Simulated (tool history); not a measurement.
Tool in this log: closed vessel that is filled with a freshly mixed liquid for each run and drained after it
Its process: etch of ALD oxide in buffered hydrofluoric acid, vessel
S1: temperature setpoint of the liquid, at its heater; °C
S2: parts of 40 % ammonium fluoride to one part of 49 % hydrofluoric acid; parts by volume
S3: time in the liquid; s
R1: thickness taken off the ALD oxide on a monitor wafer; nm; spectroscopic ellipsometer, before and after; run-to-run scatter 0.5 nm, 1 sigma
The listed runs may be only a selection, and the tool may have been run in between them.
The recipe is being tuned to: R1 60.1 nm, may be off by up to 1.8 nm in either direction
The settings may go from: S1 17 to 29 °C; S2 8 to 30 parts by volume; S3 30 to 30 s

{"run": 1, "day": 0.0, "S1": 21, "S2": 22.5, "S3": 30, "R1": 23.364}
{"run": 2, "day": 0.371, "S1": 19.5, "S2": 22.5, "S3": 30, "R1": 21.307}
{"run": 3, "day": 0.579, "S1": 21, "S2": 22.5, "S3": 30, "R1": 22.751}
{"run": 4, "day": 0.917, "S1": 21, "S2": 17.5, "S3": 30, "R1": 27.656}
{"run": 5, "day": 1.221, "S1": 23.5, "S2": 14.5, "S3": 30, "R1": 38.207}
{"run": 6, "day": 1.546, "S1": 23.5, "S2": 14.5, "S3": 30, "R1": 38.174}
{"run": 7, "day": 1.875, "S1": 27.5, "S2": 9, "S3": 30, "R1": 75.13}
{"day": 1.988, "done": "hydrofluoric acid flow meter replaced"}
{"run": 8, "day": 1.988, "S1": 27, "S2": 9, "S3": 30, "R1": 78.658}
{"run": 9, "day": 2.112, "S1": 27, "S2": 9, "S3": 30, "R1": 79.402}

Which single option among these 4 for the next run brings every result within its allowed miss of target? Just one does.
{"run": "A", "day": 2.238, "S1": 26, "S2": 11, "S3": 30, "R1": "?"}
{"run": "B", "day": 2.238, "S1": 25, "S2": 11, "S3": 30, "R1": "?"}
{"run": "C", "day": 2.238, "S1": 24.5, "S2": 11.5, "S3": 30, "R1": "?"}
{"run": "D", "day": 2.238, "S1": 27, "S2": 11.5, "S3": 30, "R1": "?"}

move=A R1=63.922
move=B R1=60.562
move=C R1=56.439
move=D R1=64.586
A: better than the last run, though not everything is in spec
B: every result lands within tolerance
C: the result that was furthest off in the last run now lies on the other side of its target
D: better than the last run, though not everything is in spec
Move B is the one to make.
